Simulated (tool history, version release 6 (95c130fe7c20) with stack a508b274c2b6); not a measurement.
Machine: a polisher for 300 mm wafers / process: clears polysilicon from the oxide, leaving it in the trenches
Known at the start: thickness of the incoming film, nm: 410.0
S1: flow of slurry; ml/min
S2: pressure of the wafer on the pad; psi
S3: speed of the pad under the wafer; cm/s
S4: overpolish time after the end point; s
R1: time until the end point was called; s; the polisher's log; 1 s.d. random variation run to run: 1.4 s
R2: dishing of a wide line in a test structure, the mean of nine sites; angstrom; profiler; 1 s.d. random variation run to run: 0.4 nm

Run 1, hour 0.0: S1 135 ml/min, S2 2.1 psi, S3 100 cm/s, S4 17 s. Result: R1 32.580 s, R2 487.01 angstrom.
Run 2, hour 3.1: S1 135 ml/min, S2 2.5 psi, S3 100 cm/s, S4 17 s. Result: R1 28.145 s, R2 485.59 angstrom.
Run 3, hour 6.2: S1 135 ml/min, S2 2.5 psi, S3 84 cm/s, S4 17 s. Result: R1 32.975 s, R2 489.07 angstrom.
Run 4, hour 8.1: S1 135 ml/min, S2 2.5 psi, S3 96 cm/s, S4 17 s. Result: R1 29.894 s, R2 480.31 angstrom.
Run 5, hour 11.5: S1 120 ml/min, S2 2.3 psi, S3 82 cm/s, S4 14 s. Result: R1 35.472 s, R2 483.21 angstrom.
Run 6, hour 18.0: S1 120 ml/min, S2 1.9 psi, S3 72 cm/s, S4 11 s. Result: R1 48.972 s, R2 423.54 angstrom.
Run 7, hour 21.9: S1 120 ml/min, S2 1.7 psi, S3 70 cm/s, S4 12 s. Result: R1 55.931 s, R2 424.06 angstrom.

Expected results for the next run?
Run 8, hour 29.4: S1 120 ml/min, S2 1.5 psi, S3 70 cm/s, S4 11 s. Result: R1 ?, R2 ?.

{"run 8": {"R1": 64.056, "R2": 390.99}}

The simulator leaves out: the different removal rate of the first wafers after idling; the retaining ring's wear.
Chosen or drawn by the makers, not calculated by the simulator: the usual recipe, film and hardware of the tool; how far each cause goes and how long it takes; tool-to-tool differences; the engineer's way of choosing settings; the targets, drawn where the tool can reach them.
